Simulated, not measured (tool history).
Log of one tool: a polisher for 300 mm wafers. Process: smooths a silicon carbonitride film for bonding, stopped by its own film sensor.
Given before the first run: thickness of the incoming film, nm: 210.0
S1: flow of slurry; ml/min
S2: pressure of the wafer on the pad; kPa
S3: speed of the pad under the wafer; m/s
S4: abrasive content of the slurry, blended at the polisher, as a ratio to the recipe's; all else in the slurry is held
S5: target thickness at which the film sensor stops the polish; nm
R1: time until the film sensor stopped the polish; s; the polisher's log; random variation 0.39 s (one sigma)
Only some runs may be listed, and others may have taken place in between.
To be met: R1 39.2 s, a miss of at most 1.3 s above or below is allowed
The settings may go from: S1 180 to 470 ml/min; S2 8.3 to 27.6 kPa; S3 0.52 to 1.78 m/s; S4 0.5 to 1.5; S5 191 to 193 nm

| run | hour | S1 | S2 | S3 | S4 | S5 | R1 |
|---|---|---|---|---|---|---|---|
| 1 | 0 | 300 | 17.9 | 1.14 | 1 | 191 | 51.927 |
| 2 | 8.8 | 300 | 14.5 | 1.14 | 1 | 191 | 64.19 |
| 3 | 16.3 | 300 | 15.9 | 1.14 | 1 | 191 | 60.177 |
| 4 | 22.1 | 300 | 15.9 | 1.14 | 1.2 | 191 | 52.313 |
| 5 | 23.9 | 300 | 15.9 | 0.94 | 1.2 | 191 | 58.524 |
| 6 | 30 | 300 | 17.2 | 0.94 | 1.2 | 191 | 54.915 |
| 7 | 36.4 | 300 | 18.6 | 0.94 | 1.2 | 191 | 50.239 |
| 8 | 42.8 | 300 | 19.3 | 0.94 | 1.2 | 191 | 49.418 |
| 9 | 49.3 | 300 | 20 | 0.94 | 1.2 | 191 | 47.046 |
| 10 | 54.8 | 300 | 20.7 | 0.94 | 1.2 | 191 | 45.18 |
| 11 | 55.6 | 300 | 21.4 | 0.94 | 1.2 | 191 | 43.965 |

Of the 5 settings listed for the next run, only one would bring every result within its allowed miss of target. Which one?
| A | 56.4 | 305 | 21.4 | 1.04 | 1.2 | 191 | ? |
| B | 56.4 | 270 | 20 | 0.96 | 1.25 | 193 | ? |
| C | 56.4 | 270 | 23.4 | 0.96 | 1.3 | 192 | ? |
| D | 56.4 | 300 | 21.4 | 0.9 | 1.3 | 193 | ? |
| E | 56.4 | 285 | 23.4 | 0.92 | 1.2 | 193 | ? |

| move | R1 |
|---|---|
| A | 41.551 |
| B | 40.891 |
| C | 36.403 |
| D | 38.602 |
| E | 36.368 |
A: gains on the last run, yet a result remains outside its allowed miss
B: gains on the last run, yet a result remains outside its allowed miss
C: takes the biggest miss from the last run beyond its target
D: all results in spec
E: takes the biggest miss from the last run beyond its target
The right move is D.
